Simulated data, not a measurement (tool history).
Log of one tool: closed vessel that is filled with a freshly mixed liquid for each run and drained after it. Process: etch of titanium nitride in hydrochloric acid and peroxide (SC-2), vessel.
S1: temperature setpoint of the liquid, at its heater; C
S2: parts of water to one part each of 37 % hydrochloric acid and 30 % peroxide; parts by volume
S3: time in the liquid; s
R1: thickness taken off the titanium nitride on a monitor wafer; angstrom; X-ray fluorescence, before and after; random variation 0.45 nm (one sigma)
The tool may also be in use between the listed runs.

run 1 day=0.000 | S1=63.0 S2=7.5 S3=1335 | R1=530.73
run 2 day=0.388 | S1=62.5 S2=7.5 S3=1335 | R1=502.99
run 3 day=0.692 | S1=62.5 S2=7.5 S3=1335 | R1=512.55
run 4 day=0.979 | S1=62.5 S2=6.0 S3=1335 | R1=616.46
run 5 day=1.338 | S1=62.0 S2=6.0 S3=1335 | R1=589.49
run 6 day=1.471 | S1=61.5 S2=6.0 S3=1335 | R1=569.64

Forecast run 7:
run 7 day=1.642 | S1=61.0 S2=6.0 S3=1335 | R1=?

R1: 547.29 angstrom
